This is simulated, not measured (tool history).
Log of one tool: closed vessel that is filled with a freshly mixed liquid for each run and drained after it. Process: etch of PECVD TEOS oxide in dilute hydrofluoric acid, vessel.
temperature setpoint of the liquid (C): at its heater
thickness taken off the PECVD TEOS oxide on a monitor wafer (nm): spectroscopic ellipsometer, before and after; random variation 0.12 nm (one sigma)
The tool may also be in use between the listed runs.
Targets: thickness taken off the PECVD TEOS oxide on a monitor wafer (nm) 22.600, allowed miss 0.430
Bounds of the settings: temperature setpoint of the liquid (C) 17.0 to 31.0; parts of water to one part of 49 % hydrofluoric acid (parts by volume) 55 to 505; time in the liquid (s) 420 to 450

run  hour  temperature setpoint of the liquid (C)  parts of water to one part of 49 % hydrofluoric acid (parts by volume)  time in the liquid (s)  thickness taken off the PECVD TEOS oxide on a monitor wafer (nm)
  1   0.0                                    23.0                                                                     280                     420                                                            18.947
  2   8.0                                    25.0                                                                     280                     420                                                            20.365
  3  10.0                                    25.0                                                                     280                     420                                                            20.491
  4  17.7                                    25.5                                                                     280                     420                                                            20.737
  5  25.8                                    25.5                                                                     280                     420                                                            20.795
  6  34.1                                    26.0                                                                     280                     420                                                            20.984
  7  43.0                                    26.5                                                                     280                     420                                                            21.610
     48.2  -- thermometer replaced
  8  48.2                                    28.0                                                                     280                     420                                                            23.468
  9  48.9                                    27.5                                                                     280                     420                                                            22.962

Which of these 4 next moves meets every target?
  A  49.6                                    29.5                                                                     285                     420                                                                 ?
  B  49.6                                    30.5                                                                     305                     420                                                                 ?
  C  49.6                                    24.5                                                                     270                     450                                                                 ?
  D  49.6                                    29.0                                                                     285                     425                                                                 ?

move  thickness taken off the PECVD TEOS oxide on a monitor wafer (nm)
   A                                                            24.024
   B                                                            22.679
   C                                                            23.297
   D                                                            23.914
A: further off than the last run
B: meets every target
C: further off than the last run
D: further off than the last run
Answer: B
